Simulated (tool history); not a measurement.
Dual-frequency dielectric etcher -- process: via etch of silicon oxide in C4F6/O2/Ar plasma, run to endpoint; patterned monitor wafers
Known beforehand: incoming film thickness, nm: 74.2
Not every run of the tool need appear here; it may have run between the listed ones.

| run | hour | bias power (kW) | source power (kW) | Ar flow (sccm) | endpoint time (s) |
|---|---|---|---|---|---|
| 1 | 0.0 | 0.516 | 0.330 | 347 | 17.349 |
| 2 | 8.8 | 0.516 | 0.300 | 347 | 18.544 |
| 3 | 11.2 | 0.468 | 0.300 | 348 | 19.646 |
| 4 | 14.4 | 0.468 | 0.360 | 348 | 17.543 |
| 5 | 16.5 | 0.468 | 0.360 | 399 | 17.818 |
| 6 | 18.3 | 0.468 | 0.310 | 399 | 19.493 |
| 7 | 22.3 | 0.468 | 0.310 | 399 | 19.558 |

For run 8, what comes out?
| 8 | 30.4 | 0.368 | 0.300 | 402 | ? |

{"run 8": {"endpoint time (s)": 23.229}}
